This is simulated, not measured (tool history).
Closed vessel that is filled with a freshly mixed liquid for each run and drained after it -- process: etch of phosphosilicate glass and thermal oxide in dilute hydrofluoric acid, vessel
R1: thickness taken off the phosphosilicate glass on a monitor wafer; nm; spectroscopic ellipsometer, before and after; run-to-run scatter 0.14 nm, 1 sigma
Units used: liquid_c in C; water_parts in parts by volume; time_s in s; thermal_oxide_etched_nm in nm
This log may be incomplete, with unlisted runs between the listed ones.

{"run": 1, "day": 0.0, "liquid_c": 26, "water_parts": 180, "time_s": 60, "R1": 37.523, "thermal_oxide_etched_nm": 1.5529}
{"run": 2, "day": 0.35, "liquid_c": 25, "water_parts": 180, "time_s": 60, "R1": 35.936, "thermal_oxide_etched_nm": 1.5196}
{"run": 3, "day": 0.4, "liquid_c": 24.5, "water_parts": 180, "time_s": 60, "R1": 35.353, "thermal_oxide_etched_nm": 1.4862}
{"run": 4, "day": 0.638, "liquid_c": 24, "water_parts": 180, "time_s": 60, "R1": 34.512, "thermal_oxide_etched_nm": 1.4729}
{"run": 5, "day": 0.892, "liquid_c": 25.5, "water_parts": 180, "time_s": 60, "R1": 36.247, "thermal_oxide_etched_nm": 1.5366}
{"run": 6, "day": 0.946, "liquid_c": 24.5, "water_parts": 180, "time_s": 60, "R1": 35.298, "thermal_oxide_etched_nm": 1.4522}
{"run": 7, "day": 1.192, "liquid_c": 24, "water_parts": 180, "time_s": 60, "R1": 34.438, "thermal_oxide_etched_nm": 1.4291}
{"run": 8, "day": 1.238, "liquid_c": 23.5, "water_parts": 180, "time_s": 60, "R1": 33.954, "thermal_oxide_etched_nm": 1.3968}

Expected results for the next run?
{"run": 9, "day": 1.371, "liquid_c": 23, "water_parts": 180, "time_s": 60, "R1": "?", "thermal_oxide_etched_nm": "?"}

{"run 9": {"R1": 33.17, "thermal_oxide_etched_nm": 1.3834}}
